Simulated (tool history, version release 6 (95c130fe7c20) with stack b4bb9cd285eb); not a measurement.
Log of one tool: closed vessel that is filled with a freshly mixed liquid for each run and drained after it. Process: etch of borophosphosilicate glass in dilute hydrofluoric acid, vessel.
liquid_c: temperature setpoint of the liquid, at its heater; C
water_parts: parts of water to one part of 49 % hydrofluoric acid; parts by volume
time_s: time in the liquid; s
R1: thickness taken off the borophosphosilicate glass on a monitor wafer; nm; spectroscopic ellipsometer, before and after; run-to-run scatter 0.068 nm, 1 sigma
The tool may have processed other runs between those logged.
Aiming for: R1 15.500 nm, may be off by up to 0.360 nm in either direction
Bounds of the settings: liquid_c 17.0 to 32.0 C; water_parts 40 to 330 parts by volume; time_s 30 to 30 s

{"run": 1, "day": 0.0, "liquid_c": 24.0, "water_parts": 185, "time_s": 30, "R1": 8.782}
{"run": 2, "day": 0.192, "liquid_c": 26.0, "water_parts": 175, "time_s": 30, "R1": 10.159}
{"run": 3, "day": 0.212, "liquid_c": 27.5, "water_parts": 165, "time_s": 30, "R1": 11.562}
{"run": 4, "day": 0.254, "liquid_c": 27.5, "water_parts": 165, "time_s": 30, "R1": 11.569}
{"run": 5, "day": 0.304, "liquid_c": 28.5, "water_parts": 160, "time_s": 30, "R1": 12.471}
{"run": 6, "day": 0.442, "liquid_c": 28.5, "water_parts": 160, "time_s": 30, "R1": 12.385}
{"run": 7, "day": 0.55, "liquid_c": 29.5, "water_parts": 155, "time_s": 30, "R1": 13.275}
{"run": 8, "day": 0.775, "liquid_c": 30.0, "water_parts": 150, "time_s": 30, "R1": 14.211}
{"run": 9, "day": 1.012, "liquid_c": 30.5, "water_parts": 150, "time_s": 30, "R1": 14.453}
{"run": 10, "day": 1.338, "liquid_c": 31.0, "water_parts": 150, "time_s": 30, "R1": 14.723}
{"run": 11, "day": 1.712, "liquid_c": 31.0, "water_parts": 150, "time_s": 30, "R1": 14.667}

Which one of the following 5 next-run settings gets every result inside its allowed miss? There is exactly one.
{"run": "A", "day": 2.088, "liquid_c": 28.0, "water_parts": 145, "time_s": 30, "R1": "?"}
{"run": "B", "day": 2.088, "liquid_c": 26.5, "water_parts": 125, "time_s": 30, "R1": "?"}
{"run": "C", "day": 2.088, "liquid_c": 32.0, "water_parts": 155, "time_s": 30, "R1": "?"}
{"run": "D", "day": 2.088, "liquid_c": 32.0, "water_parts": 160, "time_s": 30, "R1": "?"}
{"run": "E", "day": 2.088, "liquid_c": 32.0, "water_parts": 165, "time_s": 30, "R1": "?"}

move=A R1=13.714
move=B R1=15.424
move=C R1=14.621
move=D R1=14.068
move=E R1=13.550
A: misses by more than the last run did
B: hits every target within its allowed miss
C: misses by more than the last run did
D: misses by more than the last run did
E: misses by more than the last run did
B is the move that brings every result within its allowed miss.
